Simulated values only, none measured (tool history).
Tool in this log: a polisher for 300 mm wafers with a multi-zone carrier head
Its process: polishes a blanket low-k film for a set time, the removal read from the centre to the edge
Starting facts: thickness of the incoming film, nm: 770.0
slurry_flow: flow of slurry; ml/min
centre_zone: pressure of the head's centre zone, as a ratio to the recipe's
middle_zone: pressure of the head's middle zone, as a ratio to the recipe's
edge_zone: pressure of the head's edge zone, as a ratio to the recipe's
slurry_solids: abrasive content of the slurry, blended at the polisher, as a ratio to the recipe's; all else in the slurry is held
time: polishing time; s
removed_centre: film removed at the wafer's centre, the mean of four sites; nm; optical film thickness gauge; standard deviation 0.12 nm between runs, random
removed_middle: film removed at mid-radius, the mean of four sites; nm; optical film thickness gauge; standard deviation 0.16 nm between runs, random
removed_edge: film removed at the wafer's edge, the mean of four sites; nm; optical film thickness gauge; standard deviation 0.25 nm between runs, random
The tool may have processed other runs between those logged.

run 1 day=0 | slurry_flow=125 centre_zone=1 middle_zone=1 edge_zone=1 slurry_solids=1 time=67 | removed_centre=19.043 removed_middle=19.933 removed_edge=19.868
run 2 day=0.312 | slurry_flow=125 centre_zone=1 middle_zone=1 edge_zone=1 slurry_solids=1 time=79 | removed_centre=22.623 removed_middle=23.144 removed_edge=22.695
run 3 day=0.612 | slurry_flow=115 centre_zone=1 middle_zone=0.96 edge_zone=0.95 slurry_solids=0.9 time=79 | removed_centre=21.444 removed_middle=21.179 removed_edge=21.315
run 4 day=0.696 | slurry_flow=115 centre_zone=1 middle_zone=1.03 edge_zone=0.95 slurry_solids=0.9 time=79 | removed_centre=21.024 removed_middle=22.04 removed_edge=21.043
run 5 day=0.733 | slurry_flow=115 centre_zone=1.07 middle_zone=1.03 edge_zone=0.95 slurry_solids=0.9 time=79 | removed_centre=22.745 removed_middle=22.209 removed_edge=20.956
run 6 day=0.783 | slurry_flow=105 centre_zone=1.05 middle_zone=0.99 edge_zone=0.92 slurry_solids=0.8 time=79 | removed_centre=20.844 removed_middle=20.011 removed_edge=19.258
run 7 day=0.908 | slurry_flow=105 centre_zone=1.05 middle_zone=0.99 edge_zone=0.92 slurry_solids=0.8 time=79 | removed_centre=20.763 removed_middle=19.699 removed_edge=19.459
run 8 day=1.225 | slurry_flow=100 centre_zone=1.04 middle_zone=0.97 edge_zone=0.9 slurry_solids=0.75 time=79 | removed_centre=19.34 removed_middle=18.77 removed_edge=18.317
run 9 day=1.438 | slurry_flow=95 centre_zone=1.04 middle_zone=0.95 edge_zone=0.9 slurry_solids=0.75 time=79 | removed_centre=19.319 removed_middle=17.957 removed_edge=18.496

For run 10, what comes out?
run 10 day=1.517 | slurry_flow=80 centre_zone=1.03 middle_zone=0.94 edge_zone=0.84 slurry_solids=0.7 time=79 | removed_centre=? removed_middle=? removed_edge=?

removed_centre: 17.614 nm
removed_middle: 16.607 nm
removed_edge: 16.376 nm
